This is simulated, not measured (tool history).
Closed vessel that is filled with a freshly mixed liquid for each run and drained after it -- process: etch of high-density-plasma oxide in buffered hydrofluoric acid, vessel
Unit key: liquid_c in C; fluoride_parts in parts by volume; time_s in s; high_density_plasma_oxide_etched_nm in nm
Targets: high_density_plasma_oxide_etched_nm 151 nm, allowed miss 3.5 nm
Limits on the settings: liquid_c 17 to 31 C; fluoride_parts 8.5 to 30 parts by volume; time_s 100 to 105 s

| run | hour | liquid_c | fluoride_parts | time_s | high_density_plasma_oxide_etched_nm |
|---|---|---|---|---|---|
| 1 | 0 | 23 | 23.5 | 100 | 126.27 |
| 2 | 9.2 | 23.5 | 23.5 | 100 | 130.66 |
| 3 | 13.4 | 20.5 | 23.5 | 100 | 108.87 |
| 4 | 18.5 | 20.5 | 23.5 | 105 | 115.93 |
| 5 | 20.2 | 20.5 | 28.5 | 105 | 101.28 |
| 6 | 28.4 | 22 | 28.5 | 105 | 109.81 |
| 7 | 34.6 | 23 | 28.5 | 105 | 116.42 |
| 8 | 37.7 | 24 | 28.5 | 105 | 122.8 |
| 9 | 43.2 | 24.5 | 28.5 | 105 | 126.9 |
| 10 | 47.1 | 25 | 28.5 | 105 | 129.64 |
| 11 | 49.1 | 25.5 | 28.5 | 105 | 134.16 |
| 12 | 50.9 | 26 | 28.5 | 105 | 137.98 |
| 13 | 60.2 | 26.5 | 28.5 | 105 | 140.09 |
| 14 | 63.9 | 27 | 28.5 | 105 | 144.68 |

4 next moves are on the table. One of them brings every result within its allowed miss. Which?
| A | 67.6 | 29 | 28.5 | 105 | ? |
| B | 67.6 | 28.5 | 30 | 105 | ? |
| C | 67.6 | 26.5 | 28 | 105 | ? |
| D | 67.6 | 27.5 | 29.5 | 105 | ? |

| move | high_density_plasma_oxide_etched_nm |
|---|---|
| A | 160.74 |
| B | 151.11 |
| C | 142.22 |
| D | 144.85 |
A: pushes the last run's worst result past its target
B: all results land within tolerance of their targets
C: further off than the last run
D: as far off as the last run
B meets every target.
